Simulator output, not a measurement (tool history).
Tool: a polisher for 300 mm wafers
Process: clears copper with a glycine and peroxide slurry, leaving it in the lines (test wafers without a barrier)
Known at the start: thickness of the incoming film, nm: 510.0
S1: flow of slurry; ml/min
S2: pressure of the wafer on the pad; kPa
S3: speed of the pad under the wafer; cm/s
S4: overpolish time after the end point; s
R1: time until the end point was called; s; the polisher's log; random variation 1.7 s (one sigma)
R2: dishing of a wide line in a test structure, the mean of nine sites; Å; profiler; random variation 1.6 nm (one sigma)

| run | hour | S1 | S2 | S3 | S4 | R1 | R2 |
|---|---|---|---|---|---|---|---|
| 1 | 0 | 190 | 20 | 102 | 29 | 94.254 | 1018.6 |
| 2 | 6.2 | 190 | 20 | 86 | 29 | 103.08 | 938.73 |
| 3 | 15.1 | 190 | 20 | 86 | 27 | 106.63 | 918.19 |
| 4 | 16 | 190 | 20 | 78 | 27 | 115.11 | 867.98 |
| 5 | 19.3 | 190 | 20 | 88 | 27 | 101.98 | 911.63 |
| 6 | 23 | 190 | 20 | 88 | 25 | 101.6 | 879.11 |
| 7 | 30.4 | 190 | 20 | 88 | 24 | 101.97 | 834.68 |

Run 8 comes next. What will it give?
| 8 | 38.2 | 190 | 20 | 88 | 23 | ? | ? |

R1: 104.49 s
R2: 805.75 Å
